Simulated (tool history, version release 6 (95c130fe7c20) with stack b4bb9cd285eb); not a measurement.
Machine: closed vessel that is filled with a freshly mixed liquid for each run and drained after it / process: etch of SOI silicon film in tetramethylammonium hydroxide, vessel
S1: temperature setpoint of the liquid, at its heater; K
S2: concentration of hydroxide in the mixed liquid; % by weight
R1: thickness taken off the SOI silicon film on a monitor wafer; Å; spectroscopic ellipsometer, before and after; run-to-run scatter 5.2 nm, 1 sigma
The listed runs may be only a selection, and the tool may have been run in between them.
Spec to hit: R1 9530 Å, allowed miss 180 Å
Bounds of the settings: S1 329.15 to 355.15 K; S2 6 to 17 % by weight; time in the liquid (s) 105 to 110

Run 1, hour 0: S1 342.15 K, S2 11.5 % by weight, time in the liquid (s) 105. Result: R1 6939.8 Å.
Run 2, hour 8.5: S1 342.15 K, S2 10.5 % by weight, time in the liquid (s) 105. Result: R1 7082 Å.
Run 3, hour 14.1: S1 346.15 K, S2 10.5 % by weight, time in the liquid (s) 105. Result: R1 9031.2 Å.
Run 4, hour 17.8: S1 346.65 K, S2 10.5 % by weight, time in the liquid (s) 105. Result: R1 9129.9 Å.
Run 5, hour 19.1: S1 343.65 K, S2 10.5 % by weight, time in the liquid (s) 105. Result: R1 7781.5 Å.
Run 6, hour 20.7: S1 343.65 K, S2 11.5 % by weight, time in the liquid (s) 105. Result: R1 7520.9 Å.
Run 7, hour 29.3: S1 344.15 K, S2 11.5 % by weight, time in the liquid (s) 105. Result: R1 7750.6 Å.
Run 8, hour 36.4: S1 344.65 K, S2 11.5 % by weight, time in the liquid (s) 105. Result: R1 8019.8 Å.
Run 9, hour 40.6: S1 345.15 K, S2 11.5 % by weight, time in the liquid (s) 105. Result: R1 8317.1 Å.
Run 10, hour 49.1: S1 345.65 K, S2 11.5 % by weight, time in the liquid (s) 105. Result: R1 8465 Å.
Run 11, hour 57.7: S1 346.15 K, S2 11.5 % by weight, time in the liquid (s) 105. Result: R1 8660.1 Å.
Run 12, hour 61.3: S1 347.15 K, S2 11.5 % by weight, time in the liquid (s) 105. Result: R1 9225.5 Å.

Of the 4 settings listed for the next run, only one would bring every result within its allowed miss of target. Which one?
Run A, hour 64.9: S1 347.65 K, S2 11.5 % by weight, time in the liquid (s) 110. Result: R1 ?.
Run B, hour 64.9: S1 346.15 K, S2 11.5 % by weight, time in the liquid (s) 110. Result: R1 ?.
Run C, hour 64.9: S1 348.15 K, S2 12 % by weight, time in the liquid (s) 110. Result: R1 ?.
Run D, hour 64.9: S1 348.15 K, S2 12 % by weight, time in the liquid (s) 105. Result: R1 ?.

move      R1
   A  9893.2
   B  9076.5
   C   10010
   D  9555.4
A: the result that was furthest off in the last run now lies on the other side of its target
B: further off than the last run
C: the result that was furthest off in the last run now lies on the other side of its target
D: meets every target
Go with D: it meets all targets.

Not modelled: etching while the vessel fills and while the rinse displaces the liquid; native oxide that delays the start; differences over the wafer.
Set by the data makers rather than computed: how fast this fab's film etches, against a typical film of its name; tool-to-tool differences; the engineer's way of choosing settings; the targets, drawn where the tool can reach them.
